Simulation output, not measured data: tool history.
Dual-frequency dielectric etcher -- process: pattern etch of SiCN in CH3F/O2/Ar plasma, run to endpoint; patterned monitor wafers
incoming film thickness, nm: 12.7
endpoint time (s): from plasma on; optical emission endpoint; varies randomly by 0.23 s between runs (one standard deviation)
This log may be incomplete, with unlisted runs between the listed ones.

run    day  source power (W)  bias power (W)  endpoint time (s)
  1      0               280              60             40.874
  2  0.175               290              60             40.587
  3  0.271               300              61             39.935
  4  0.371               300              54               41.7
  5  0.621               260              54              43.89
     0.858  -- wet clean of the chamber
  6  0.858               300              54             42.802
  7  1.008               360              66             37.774

The next listed run, before its measurement:
  8  1.292               360              67                  ?

endpoint time (s): 37.33

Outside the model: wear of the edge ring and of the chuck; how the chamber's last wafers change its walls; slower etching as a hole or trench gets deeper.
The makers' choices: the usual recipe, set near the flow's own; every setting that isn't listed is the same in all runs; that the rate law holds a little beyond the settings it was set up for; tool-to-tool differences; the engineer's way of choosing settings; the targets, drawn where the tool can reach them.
